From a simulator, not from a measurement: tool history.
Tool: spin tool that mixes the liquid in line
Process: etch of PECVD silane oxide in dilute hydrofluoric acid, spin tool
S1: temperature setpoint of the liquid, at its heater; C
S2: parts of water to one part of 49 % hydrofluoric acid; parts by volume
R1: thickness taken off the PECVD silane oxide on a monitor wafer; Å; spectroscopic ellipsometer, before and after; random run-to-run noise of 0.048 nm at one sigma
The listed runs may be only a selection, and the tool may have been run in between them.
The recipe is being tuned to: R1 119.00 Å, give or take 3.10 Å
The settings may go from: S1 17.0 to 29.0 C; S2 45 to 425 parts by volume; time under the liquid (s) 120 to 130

Run 1, hour 0.0: S1 21.0 C, S2 235 parts by volume, time under the liquid (s) 120. Result: R1 214.85 Å.
Run 2, hour 3.6: S1 20.0 C, S2 260 parts by volume, time under the liquid (s) 120. Result: R1 181.20 Å.
Run 3, hour 8.8: S1 20.0 C, S2 260 parts by volume, time under the liquid (s) 120. Result: R1 181.56 Å.
Run 4, hour 17.5: S1 19.0 C, S2 275 parts by volume, time under the liquid (s) 120. Result: R1 164.26 Å.
Run 5, hour 25.4: S1 19.0 C, S2 275 parts by volume, time under the liquid (s) 130. Result: R1 175.90 Å.
Run 6, hour 32.2: S1 17.0 C, S2 275 parts by volume, time under the liquid (s) 130. Result: R1 164.92 Å.
Run 7, hour 37.2: S1 17.0 C, S2 290 parts by volume, time under the liquid (s) 130. Result: R1 154.68 Å.
At hour 40.4: hydrofluoric acid flow meter replaced.
Run 8, hour 40.4: S1 17.0 C, S2 305 parts by volume, time under the liquid (s) 130. Result: R1 127.99 Å.
Run 9, hour 45.4: S1 17.0 C, S2 310 parts by volume, time under the liquid (s) 130. Result: R1 125.27 Å.
Run 10, hour 46.4: S1 17.0 C, S2 315 parts by volume, time under the liquid (s) 130. Result: R1 122.72 Å.

Which one of the following 5 next-run settings gets every result inside its allowed miss? There is exactly one.
Run A, hour 47.4: S1 17.0 C, S2 305 parts by volume, time under the liquid (s) 130. Result: R1 ?.
Run B, hour 47.4: S1 18.5 C, S2 315 parts by volume, time under the liquid (s) 125. Result: R1 ?.
Run C, hour 47.4: S1 17.0 C, S2 300 parts by volume, time under the liquid (s) 120. Result: R1 ?.
Run D, hour 47.4: S1 17.0 C, S2 340 parts by volume, time under the liquid (s) 130. Result: R1 ?.
Run E, hour 47.4: S1 19.0 C, S2 305 parts by volume, time under the liquid (s) 120. Result: R1 ?.

move      R1
   A  127.64
   B  124.62
   C  120.28
   D  111.26
   E  126.95
A: misses by more than the last run did
B: misses by more than the last run did
C: hits every target within its allowed miss
D: takes the biggest miss from the last run beyond its target
E: misses by more than the last run did
The right move is C.
